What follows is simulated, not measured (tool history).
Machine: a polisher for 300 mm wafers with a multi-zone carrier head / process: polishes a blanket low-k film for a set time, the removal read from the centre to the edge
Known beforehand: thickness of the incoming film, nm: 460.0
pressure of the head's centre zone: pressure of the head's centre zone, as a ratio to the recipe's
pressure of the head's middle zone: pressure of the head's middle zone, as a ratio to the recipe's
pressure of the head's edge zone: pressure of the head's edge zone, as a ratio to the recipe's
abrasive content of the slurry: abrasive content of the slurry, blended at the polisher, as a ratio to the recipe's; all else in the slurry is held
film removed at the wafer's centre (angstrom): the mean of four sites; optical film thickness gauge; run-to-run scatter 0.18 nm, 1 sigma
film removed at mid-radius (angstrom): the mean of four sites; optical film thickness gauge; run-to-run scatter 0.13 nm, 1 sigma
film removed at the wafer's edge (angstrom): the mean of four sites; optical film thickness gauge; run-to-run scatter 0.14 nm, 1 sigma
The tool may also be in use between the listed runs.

run,hour,flow of slurry (ml/min),pressure of the head's centre zone,pressure of the head's middle zone,pressure of the head's edge zone,abrasive content of the slurry,polishing time (s),film removed at the wafer's centre (angstrom),film removed at mid-radius (angstrom),film removed at the wafer's edge (angstrom)
1,0,320,1,1,1,1,30,112.33,112.26,113.8
2,4.6,260,1,1,1,1,30,111.54,109.52,113.75
3,9.2,230,1,1,1,1,30,108.52,107.74,112.59
4,10.3,235,1.01,1.03,1.03,1.1,30,114.76,116.34,120
5,11.7,235,0.97,1.03,1.03,1.1,30,108.56,119.35,117.88
6,16.8,240,0.99,1.05,1.06,1.15,30,113.82,119.81,124.24
7,21.3,245,1.01,1.08,1.07,1.2,30,118.97,126.2,126.32

Estimate the outcome of run 8 from the log above:
8,27.5,250,1.02,1.1,1.09,1.25,30,?,?,?

Run 8 yielded film removed at the wafer's centre (angstrom) 122.93, film removed at mid-radius (angstrom) 130.11, film removed at the wafer's edge (angstrom) 128.17.
